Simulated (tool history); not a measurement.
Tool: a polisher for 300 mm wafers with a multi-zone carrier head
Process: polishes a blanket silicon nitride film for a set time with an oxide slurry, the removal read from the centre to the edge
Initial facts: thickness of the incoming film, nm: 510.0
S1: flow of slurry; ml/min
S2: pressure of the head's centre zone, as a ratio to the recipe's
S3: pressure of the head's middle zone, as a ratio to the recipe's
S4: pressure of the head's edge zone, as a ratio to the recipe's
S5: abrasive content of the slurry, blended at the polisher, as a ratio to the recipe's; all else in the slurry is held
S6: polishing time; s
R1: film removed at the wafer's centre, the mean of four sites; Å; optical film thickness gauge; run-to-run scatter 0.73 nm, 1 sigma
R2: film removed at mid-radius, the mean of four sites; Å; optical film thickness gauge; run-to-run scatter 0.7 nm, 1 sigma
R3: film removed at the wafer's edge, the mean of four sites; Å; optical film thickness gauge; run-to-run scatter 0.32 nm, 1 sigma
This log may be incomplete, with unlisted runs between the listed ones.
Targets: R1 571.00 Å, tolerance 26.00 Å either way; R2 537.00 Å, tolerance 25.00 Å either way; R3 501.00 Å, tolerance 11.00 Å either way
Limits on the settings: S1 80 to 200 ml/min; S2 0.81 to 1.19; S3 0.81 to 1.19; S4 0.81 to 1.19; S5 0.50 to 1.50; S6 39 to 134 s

Run 1, day 0.000: S1 130 ml/min, S2 1.00, S3 1.00, S4 1.00, S5 1.00, S6 86 s. Result: R1 410.29 Å, R2 430.91 Å, R3 419.39 Å.
Run 2, day 0.083: S1 145 ml/min, S2 1.05, S3 1.03, S4 1.04, S5 1.05, S6 86 s. Result: R1 458.69 Å, R2 453.79 Å, R3 445.95 Å.
Run 3, day 0.183: S1 145 ml/min, S2 1.05, S3 0.97, S4 1.04, S5 1.05, S6 86 s. Result: R1 457.09 Å, R2 437.88 Å, R3 445.37 Å.
Run 4, day 0.400: S1 145 ml/min, S2 1.05, S3 0.97, S4 1.04, S5 1.05, S6 105 s. Result: R1 544.01 Å, R2 529.51 Å, R3 547.66 Å.
Run 5, day 0.754: S1 140 ml/min, S2 1.07, S3 0.99, S4 1.00, S5 1.05, S6 105 s. Result: R1 566.07 Å, R2 521.35 Å, R3 538.55 Å.
Run 6, day 0.867: S1 140 ml/min, S2 1.07, S3 1.02, S4 0.96, S5 1.05, S6 105 s. Result: R1 567.85 Å, R2 553.74 Å, R3 524.39 Å.
Run 7, day 0.904: S1 135 ml/min, S2 1.08, S3 1.02, S4 0.95, S5 1.05, S6 105 s. Result: R1 562.28 Å, R2 555.51 Å, R3 515.70 Å.
Run 8, day 0.988: S1 135 ml/min, S2 1.09, S3 1.01, S4 0.94, S5 1.05, S6 105 s. Result: R1 577.14 Å, R2 549.81 Å, R3 516.66 Å.

4 candidate next runs follow, results not yet known. Just one meets every target within its allowed miss. Identify it.
Run A, day 1.071: S1 120 ml/min, S2 1.11, S3 0.99, S4 1.03, S5 1.10, S6 104 s. Result: R1 ?, R2 ?, R3 ?.
Run B, day 1.071: S1 140 ml/min, S2 1.13, S3 1.04, S4 0.95, S5 1.05, S6 100 s. Result: R1 ?, R2 ?, R3 ?.
Run C, day 1.071: S1 110 ml/min, S2 1.15, S3 0.92, S4 0.91, S5 0.90, S6 117 s. Result: R1 ?, R2 ?, R3 ?.
Run D, day 1.071: S1 125 ml/min, S2 1.00, S3 1.02, S4 0.93, S5 0.90, S6 123 s. Result: R1 ?, R2 ?, R3 ?.

move      R1      R2      R3
   A  569.12  523.02  539.43
   B  564.46  529.57  499.81
   C  574.73  483.16  505.62
   D  554.34  572.10  547.68
A: the biggest miss grows against the last run
B: meets every target
C: meets the target for the result that was furthest off, but another lies outside its allowed miss
D: the biggest miss grows against the last run
B is the move that brings every result within its allowed miss.

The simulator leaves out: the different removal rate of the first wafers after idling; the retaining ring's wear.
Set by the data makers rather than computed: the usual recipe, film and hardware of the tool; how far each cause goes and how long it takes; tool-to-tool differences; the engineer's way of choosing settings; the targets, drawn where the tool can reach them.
